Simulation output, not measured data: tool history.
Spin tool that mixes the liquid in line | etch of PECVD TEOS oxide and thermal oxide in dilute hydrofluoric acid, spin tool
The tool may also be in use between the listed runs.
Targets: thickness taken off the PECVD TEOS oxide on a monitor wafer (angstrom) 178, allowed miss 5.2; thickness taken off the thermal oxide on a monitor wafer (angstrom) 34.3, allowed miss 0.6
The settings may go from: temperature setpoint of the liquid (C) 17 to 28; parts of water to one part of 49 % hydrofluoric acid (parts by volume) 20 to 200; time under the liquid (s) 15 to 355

| run | day | temperature setpoint of the liquid (C) | parts of water to one part of 49 % hydrofluoric acid (parts by volume) | time under the liquid (s) | thickness taken off the PECVD TEOS oxide on a monitor wafer (angstrom) | thickness taken off the thermal oxide on a monitor wafer (angstrom) |
|---|---|---|---|---|---|---|
| 1 | 0 | 20 | 110 | 180 | 390.98 | 75.674 |
| 2 | 0.083 | 19.5 | 125 | 180 | 332.44 | 63.79 |
| 3 | 0.192 | 19 | 135 | 180 | 296.5 | 56.674 |
| 4 | 0.425 | 17 | 135 | 180 | 275.45 | 53.505 |
| 5 | 0.788 | 17 | 145 | 180 | 250.05 | 48.934 |
| 6 | 1.058 | 17 | 145 | 110 | 153.55 | 29.735 |
| 7 | 1.208 | 17.5 | 145 | 110 | 159.37 | 30.657 |
| 8 | 1.258 | 18 | 145 | 110 | 160.05 | 31.105 |
| 9 | 1.367 | 18.5 | 145 | 110 | 164.89 | 31.622 |
| 10 | 1.438 | 19 | 145 | 110 | 167.94 | 32.06 |

4 next moves are on the table. One of them brings every result within its allowed miss. Which?
| A | 1.508 | 17.5 | 160 | 140 | ? | ? |
| B | 1.508 | 19.5 | 155 | 110 | ? | ? |
| C | 1.508 | 17 | 195 | 155 | ? | ? |
| D | 1.508 | 28 | 155 | 80 | ? | ? |

| move | thickness taken off the PECVD TEOS oxide on a monitor wafer (angstrom) | thickness taken off the thermal oxide on a monitor wafer (angstrom) |
|---|---|---|
| A | 179.31 | 34.453 |
| B | 158.4 | 30.435 |
| C | 154.46 | 29.677 |
| D | 159.4 | 30.626 |
A: meets every target
B: further off than the last run
C: further off than the last run
D: further off than the last run
Answer: A
